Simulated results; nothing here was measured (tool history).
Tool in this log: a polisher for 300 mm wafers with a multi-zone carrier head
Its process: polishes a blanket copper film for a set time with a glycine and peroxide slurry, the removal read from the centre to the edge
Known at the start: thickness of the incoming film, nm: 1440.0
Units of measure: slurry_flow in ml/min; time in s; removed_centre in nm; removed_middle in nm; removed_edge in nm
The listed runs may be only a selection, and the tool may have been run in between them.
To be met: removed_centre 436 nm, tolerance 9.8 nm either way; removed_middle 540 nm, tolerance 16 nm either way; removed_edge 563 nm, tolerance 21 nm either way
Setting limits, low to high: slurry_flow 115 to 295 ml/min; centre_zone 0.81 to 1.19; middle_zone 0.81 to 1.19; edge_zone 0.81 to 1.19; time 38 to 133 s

{"run": 1, "hour": 0.0, "slurry_flow": 190, "centre_zone": 1, "middle_zone": 1, "edge_zone": 1, "time": 85, "removed_centre": 415.39, "removed_middle": 422.17, "removed_edge": 436.58}
{"run": 2, "hour": 1.5, "slurry_flow": 190, "centre_zone": 1, "middle_zone": 1, "edge_zone": 1, "time": 92, "removed_centre": 447.18, "removed_middle": 462.94, "removed_edge": 459.94}
{"run": 3, "hour": 2.1, "slurry_flow": 190, "centre_zone": 1.04, "middle_zone": 1, "edge_zone": 1, "time": 92, "removed_centre": 470.34, "removed_middle": 462.35, "removed_edge": 471.45}
{"run": 4, "hour": 10.1, "slurry_flow": 185, "centre_zone": 1.01, "middle_zone": 1.01, "edge_zone": 1.03, "time": 94, "removed_centre": 462.57, "removed_middle": 474.58, "removed_edge": 474.37}
{"run": 5, "hour": 10.6, "slurry_flow": 190, "centre_zone": 0.97, "middle_zone": 1, "edge_zone": 1.06, "time": 96, "removed_centre": 455.89, "removed_middle": 481.47, "removed_edge": 499.75}
{"run": 6, "hour": 18.1, "slurry_flow": 190, "centre_zone": 0.97, "middle_zone": 0.92, "edge_zone": 1.06, "time": 96, "removed_centre": 451.48, "removed_middle": 442.54, "removed_edge": 504.42}
{"run": 7, "hour": 19.3, "slurry_flow": 195, "centre_zone": 0.95, "middle_zone": 0.94, "edge_zone": 1.08, "time": 97, "removed_centre": 450.12, "removed_middle": 469.26, "removed_edge": 507.64}
{"run": 8, "hour": 24.6, "slurry_flow": 195, "centre_zone": 0.93, "middle_zone": 0.94, "edge_zone": 1.1, "time": 98, "removed_centre": 444.04, "removed_middle": 468.01, "removed_edge": 514.93}

5 next moves are on the table. One of them brings every result within its allowed miss. Which?
{"run": "A", "hour": 29.9, "slurry_flow": 225, "centre_zone": 0.88, "middle_zone": 1.15, "edge_zone": 1.06, "time": 101, "removed_centre": "?", "removed_middle": "?", "removed_edge": "?"}
{"run": "B", "hour": 29.9, "slurry_flow": 195, "centre_zone": 0.82, "middle_zone": 0.99, "edge_zone": 1.08, "time": 108, "removed_centre": "?", "removed_middle": "?", "removed_edge": "?"}
{"run": "C", "hour": 29.9, "slurry_flow": 220, "centre_zone": 0.93, "middle_zone": 0.82, "edge_zone": 1.19, "time": 95, "removed_centre": "?", "removed_middle": "?", "removed_edge": "?"}
{"run": "D", "hour": 29.9, "slurry_flow": 275, "centre_zone": 1.03, "middle_zone": 0.86, "edge_zone": 1.19, "time": 84, "removed_centre": "?", "removed_middle": "?", "removed_edge": "?"}
{"run": "E", "hour": 29.9, "slurry_flow": 200, "centre_zone": 0.86, "middle_zone": 1, "edge_zone": 1.13, "time": 107, "removed_centre": "?", "removed_middle": "?", "removed_edge": "?"}

move=A removed_centre=447.68 removed_middle=575.4 removed_edge=529.99
move=B removed_centre=435.52 removed_middle=530.17 removed_edge=564.13
move=C removed_centre=442.05 removed_middle=405.92 removed_edge=529.95
move=D removed_centre=446.02 removed_middle=383.57 removed_edge=478.36
move=E removed_centre=454.27 removed_middle=531.73 removed_edge=573.54
A: moves the result that the last run missed by most past its target, out the other side
B: every result within its allowed miss
C: further off than the last run
D: further off than the last run
E: corrects the largest miss of the last run, while another result sits out of spec
B is the move that brings every result within its allowed miss.
